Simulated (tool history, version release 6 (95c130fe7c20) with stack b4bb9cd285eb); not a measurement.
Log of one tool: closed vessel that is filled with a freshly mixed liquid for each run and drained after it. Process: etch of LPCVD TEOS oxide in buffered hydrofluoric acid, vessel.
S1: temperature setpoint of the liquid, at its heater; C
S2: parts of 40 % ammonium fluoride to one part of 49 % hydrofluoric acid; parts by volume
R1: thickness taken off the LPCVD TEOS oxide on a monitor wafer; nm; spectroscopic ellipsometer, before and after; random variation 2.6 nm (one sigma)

{"run": 1, "hour": 0.0, "S1": 24, "S2": 13.5, "time in the liquid (s)": 105, "R1": 198.22}
{"run": 2, "hour": 0.9, "S1": 24, "S2": 13.5, "time in the liquid (s)": 105, "R1": 199.78}
{"run": 3, "hour": 9.1, "S1": 25, "S2": 12.5, "time in the liquid (s)": 105, "R1": 223.76}
{"run": 4, "hour": 10.0, "S1": 27, "S2": 12.5, "time in the liquid (s)": 105, "R1": 251.5}
{"run": 5, "hour": 11.7, "S1": 27, "S2": 12.5, "time in the liquid (s)": 110, "R1": 264.23}
{"run": 6, "hour": 18.0, "S1": 27, "S2": 12.5, "time in the liquid (s)": 105, "R1": 249.68}

The next listed run, before its measurement:
{"run": 7, "hour": 18.9, "S1": 28, "S2": 11.5, "time in the liquid (s)": 105, "R1": "?"}

Run 7 gave R1 286.22 nm.
